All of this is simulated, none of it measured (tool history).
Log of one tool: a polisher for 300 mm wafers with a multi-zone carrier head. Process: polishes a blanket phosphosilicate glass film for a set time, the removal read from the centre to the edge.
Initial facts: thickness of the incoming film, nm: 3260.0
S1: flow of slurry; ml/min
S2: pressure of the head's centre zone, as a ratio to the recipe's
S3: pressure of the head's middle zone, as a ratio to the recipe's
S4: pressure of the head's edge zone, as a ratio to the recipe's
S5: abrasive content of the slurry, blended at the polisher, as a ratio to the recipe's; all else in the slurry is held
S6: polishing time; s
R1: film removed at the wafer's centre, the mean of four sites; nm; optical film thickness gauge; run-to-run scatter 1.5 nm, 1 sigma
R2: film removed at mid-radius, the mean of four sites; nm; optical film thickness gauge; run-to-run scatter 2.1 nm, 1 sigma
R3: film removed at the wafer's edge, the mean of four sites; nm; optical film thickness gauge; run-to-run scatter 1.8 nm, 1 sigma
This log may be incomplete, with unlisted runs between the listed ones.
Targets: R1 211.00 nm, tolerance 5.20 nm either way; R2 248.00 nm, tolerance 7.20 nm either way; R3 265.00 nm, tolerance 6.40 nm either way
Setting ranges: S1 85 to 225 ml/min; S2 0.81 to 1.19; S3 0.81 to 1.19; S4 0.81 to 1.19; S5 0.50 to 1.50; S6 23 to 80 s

| run | day | S1 | S2 | S3 | S4 | S5 | S6 | R1 | R2 | R3 |
|---|---|---|---|---|---|---|---|---|---|---|
| 1 | 0.000 | 145 | 1.00 | 1.00 | 1.00 | 1.00 | 51 | 305.60 | 299.69 | 301.78 |
| 2 | 0.096 | 145 | 1.00 | 1.03 | 1.00 | 1.00 | 51 | 309.92 | 306.78 | 302.48 |
| 3 | 0.179 | 145 | 1.00 | 1.03 | 1.00 | 1.00 | 60 | 361.12 | 361.62 | 352.96 |
| 4 | 0.238 | 145 | 1.00 | 1.03 | 1.00 | 1.00 | 51 | 309.33 | 308.02 | 303.81 |
| 5 | 0.525 | 145 | 1.00 | 0.97 | 1.00 | 1.00 | 51 | 305.99 | 289.40 | 301.74 |
| 6 | 0.875 | 130 | 0.95 | 0.97 | 1.00 | 0.95 | 51 | 275.44 | 284.39 | 288.19 |
| 7 | 1.246 | 120 | 0.91 | 0.94 | 1.00 | 0.95 | 51 | 260.73 | 262.05 | 287.21 |
| 8 | 1.529 | 110 | 0.88 | 0.96 | 1.01 | 0.90 | 51 | 238.76 | 259.51 | 274.95 |
| 9 | 1.850 | 105 | 0.86 | 0.96 | 1.01 | 0.90 | 51 | 231.42 | 256.03 | 276.62 |
| 10 | 2.083 | 100 | 0.85 | 0.96 | 1.00 | 0.90 | 51 | 225.24 | 254.92 | 271.71 |
| 11 | 2.396 | 85 | 0.81 | 0.95 | 0.99 | 0.90 | 51 | 197.16 | 236.37 | 257.85 |
| 12 | 2.512 | 90 | 0.81 | 0.95 | 0.99 | 0.90 | 51 | 204.87 | 240.49 | 263.58 |

Which one of the following 4 next-run settings gets every result inside its allowed miss? There is exactly one.
| A | 2.629 | 100 | 0.85 | 0.93 | 0.99 | 1.00 | 46 | ? | ? | ? |
| B | 2.629 | 90 | 0.82 | 0.84 | 0.99 | 0.85 | 54 | ? | ? | ? |
| C | 2.629 | 85 | 0.84 | 0.99 | 0.99 | 0.95 | 51 | ? | ? | ? |
| D | 2.629 | 95 | 0.89 | 0.94 | 1.01 | 0.70 | 53 | ? | ? | ? |

| move | R1 | R2 | R3 |
|---|---|---|---|
| A | 205.89 | 230.84 | 253.98 |
| B | 210.92 | 226.96 | 275.43 |
| C | 206.65 | 249.44 | 265.67 |
| D | 215.44 | 233.25 | 258.38 |
A: puts the biggest miss on target and leaves a different result outside tolerance
B: puts the biggest miss on target and leaves a different result outside tolerance
C: all results in spec
D: puts the biggest miss on target and leaves a different result outside tolerance
Go with C: it meets all targets.
